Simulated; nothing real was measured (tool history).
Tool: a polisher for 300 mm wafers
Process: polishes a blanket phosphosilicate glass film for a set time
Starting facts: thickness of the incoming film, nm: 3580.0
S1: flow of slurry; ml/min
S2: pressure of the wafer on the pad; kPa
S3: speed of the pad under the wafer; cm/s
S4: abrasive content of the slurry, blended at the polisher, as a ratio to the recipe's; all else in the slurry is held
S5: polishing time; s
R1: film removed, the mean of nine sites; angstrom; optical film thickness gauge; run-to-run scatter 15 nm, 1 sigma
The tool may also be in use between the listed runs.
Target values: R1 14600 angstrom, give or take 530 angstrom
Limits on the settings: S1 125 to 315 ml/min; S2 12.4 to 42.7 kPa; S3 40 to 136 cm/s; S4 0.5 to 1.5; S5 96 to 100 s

Run 1, hour 0: S1 205 ml/min, S2 27.6 kPa, S3 88 cm/s, S4 1, S5 96 s. Result: R1 7372 angstrom.
Run 2, hour 1.1: S1 205 ml/min, S2 27.6 kPa, S3 88 cm/s, S4 1, S5 100 s. Result: R1 7507.9 angstrom.
Run 3, hour 9.4: S1 205 ml/min, S2 32.4 kPa, S3 92 cm/s, S4 1, S5 100 s. Result: R1 8913 angstrom.
Run 4, hour 11.9: S1 205 ml/min, S2 26.9 kPa, S3 92 cm/s, S4 1, S5 100 s. Result: R1 7770.4 angstrom.
Run 5, hour 15.1: S1 210 ml/min, S2 32.4 kPa, S3 100 cm/s, S4 1, S5 100 s. Result: R1 9559.3 angstrom.
Run 6, hour 21.1: S1 210 ml/min, S2 35.9 kPa, S3 106 cm/s, S4 1, S5 100 s. Result: R1 11050 angstrom.
Run 7, hour 23.6: S1 210 ml/min, S2 37.9 kPa, S3 110 cm/s, S4 1, S5 100 s. Result: R1 11684 angstrom.
Run 8, hour 31.6: S1 215 ml/min, S2 39.3 kPa, S3 114 cm/s, S4 1, S5 100 s. Result: R1 12435 angstrom.
Run 9, hour 37: S1 215 ml/min, S2 40.7 kPa, S3 118 cm/s, S4 1, S5 100 s. Result: R1 13329 angstrom.
Run 10, hour 40.2: S1 215 ml/min, S2 41.4 kPa, S3 120 cm/s, S4 1, S5 100 s. Result: R1 13353 angstrom.

Which single option among these 4 for the next run brings every result within its allowed miss of target? Just one does.
Run A, hour 43.4: S1 205 ml/min, S2 42.1 kPa, S3 122 cm/s, S4 0.9, S5 100 s. Result: R1 ?.
Run B, hour 43.4: S1 205 ml/min, S2 38.6 kPa, S3 118 cm/s, S4 0.85, S5 98 s. Result: R1 ?.
Run C, hour 43.4: S1 220 ml/min, S2 42.1 kPa, S3 122 cm/s, S4 1.1, S5 98 s. Result: R1 ?.
Run D, hour 43.4: S1 210 ml/min, S2 42.7 kPa, S3 112 cm/s, S4 1.05, S5 98 s. Result: R1 ?.

move     R1
   A  13054
   B  11184
   C  14593
   D  13346
A: its largest miss is bigger than the last run's
B: its largest miss is bigger than the last run's
C: every result within its allowed miss
D: about the same distance from the targets as the last run
C is the move that brings every result within its allowed miss.
